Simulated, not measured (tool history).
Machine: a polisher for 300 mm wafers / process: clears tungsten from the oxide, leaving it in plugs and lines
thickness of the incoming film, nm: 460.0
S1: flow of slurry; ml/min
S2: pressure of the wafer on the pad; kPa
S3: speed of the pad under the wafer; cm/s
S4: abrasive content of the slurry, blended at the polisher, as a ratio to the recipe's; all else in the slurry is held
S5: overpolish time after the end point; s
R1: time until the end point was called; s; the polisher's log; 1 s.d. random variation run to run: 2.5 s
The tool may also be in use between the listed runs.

run    day   S1    S2   S3   S4  S5       R1
  1  0.000  125  27.6  100  1.0   7   86.213
  2  0.229  140  27.6  100  1.0   7   85.901
  3  0.254  140  25.5   98  1.0   7   98.404
  4  0.454  140  24.1   98  1.0   7   98.701
  5  0.675  140  24.1   98  1.0   7  100.630
  6  0.967  140  20.0   98  1.0   7  119.560
  7  1.233  140  19.3   98  1.0   7  117.340

What will run 8 give?
  8  1.596  135  13.8  96  1.0   7   ?

Run 8 measured R1 167.460 s.

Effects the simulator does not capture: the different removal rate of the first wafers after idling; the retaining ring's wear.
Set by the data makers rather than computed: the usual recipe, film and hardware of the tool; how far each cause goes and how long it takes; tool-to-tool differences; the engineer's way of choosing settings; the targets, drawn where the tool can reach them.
